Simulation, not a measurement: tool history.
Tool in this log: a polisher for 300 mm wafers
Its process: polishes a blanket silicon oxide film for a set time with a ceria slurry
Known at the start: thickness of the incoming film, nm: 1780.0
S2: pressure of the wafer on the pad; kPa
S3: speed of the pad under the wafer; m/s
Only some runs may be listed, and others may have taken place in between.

run 1 hour=0 | flow_of_slurry_(ml/min)=310 S2=18.6 S3=1 polishing_time_(s)=112 | film_removed_(angstrom)=3415.8
run 2 hour=1.2 | flow_of_slurry_(ml/min)=240 S2=18.6 S3=1 polishing_time_(s)=112 | film_removed_(angstrom)=3350.3
run 3 hour=3.2 | flow_of_slurry_(ml/min)=240 S2=18.6 S3=1 polishing_time_(s)=112 | film_removed_(angstrom)=3352.5
run 4 hour=11.7 | flow_of_slurry_(ml/min)=240 S2=19.3 S3=1 polishing_time_(s)=112 | film_removed_(angstrom)=3494
run 5 hour=16.9 | flow_of_slurry_(ml/min)=245 S2=20.7 S3=1 polishing_time_(s)=112 | film_removed_(angstrom)=3748.8
run 6 hour=19 | flow_of_slurry_(ml/min)=245 S2=19.3 S3=1 polishing_time_(s)=112 | film_removed_(angstrom)=3475.9
run 7 hour=20.6 | flow_of_slurry_(ml/min)=250 S2=19.3 S3=1 polishing_time_(s)=112 | film_removed_(angstrom)=3520

For run 8, what comes out?
run 8 hour=24.2 | flow_of_slurry_(ml/min)=260 S2=20.7 S3=1 polishing_time_(s)=112 | film_removed_(angstrom)=?

film removed (angstrom): 3755.1
